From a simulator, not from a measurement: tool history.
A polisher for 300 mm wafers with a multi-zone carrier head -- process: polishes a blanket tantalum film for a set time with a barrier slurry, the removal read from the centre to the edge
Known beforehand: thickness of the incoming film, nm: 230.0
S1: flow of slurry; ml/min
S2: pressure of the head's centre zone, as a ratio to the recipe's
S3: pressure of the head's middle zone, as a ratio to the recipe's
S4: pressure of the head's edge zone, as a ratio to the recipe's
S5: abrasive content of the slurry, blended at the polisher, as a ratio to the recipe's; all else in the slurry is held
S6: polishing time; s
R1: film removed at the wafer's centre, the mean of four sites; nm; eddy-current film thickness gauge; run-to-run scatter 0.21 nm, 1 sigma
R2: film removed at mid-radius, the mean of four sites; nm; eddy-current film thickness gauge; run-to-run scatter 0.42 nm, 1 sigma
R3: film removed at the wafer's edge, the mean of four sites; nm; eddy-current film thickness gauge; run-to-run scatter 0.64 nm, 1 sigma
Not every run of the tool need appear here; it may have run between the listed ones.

run    day   S1    S2    S3    S4    S5  S6      R1      R2      R3
  1      0  205     1     1     1     1  84  56.009  58.095  57.054
  2  0.033  205     1     1     1     1  74    48.5  51.489  50.671
  3   0.25  205     1     1     1     1  63  42.028  42.721  42.405
  4  0.488  190  0.96  1.01  1.02     1  63  39.615  42.906  42.872
  5  0.629  165  0.96  1.01  1.02     1  63  38.505  41.335  41.512
  6  0.771  165  0.96  1.01  1.02   0.9  63  37.628  40.555  40.361
  7  0.979  155  0.94  1.03  1.05  0.95  63  36.563   41.49  41.867
  8  1.338  150  0.93  1.04  1.06  0.95  63  36.422      41   41.13
  9  1.375  145  0.91  1.06  1.08     1  63   35.49  42.388  41.977
 10  1.529  140   0.9  1.06  1.09     1  63  35.063  43.031  41.771

The next listed run, before its measurement:
 11  1.833  135  0.89  1.06  1.11   1  63   ?   ?   ?

{"run 11": {"R1": 34.239, "R2": 41.578, "R3": 42.676}}
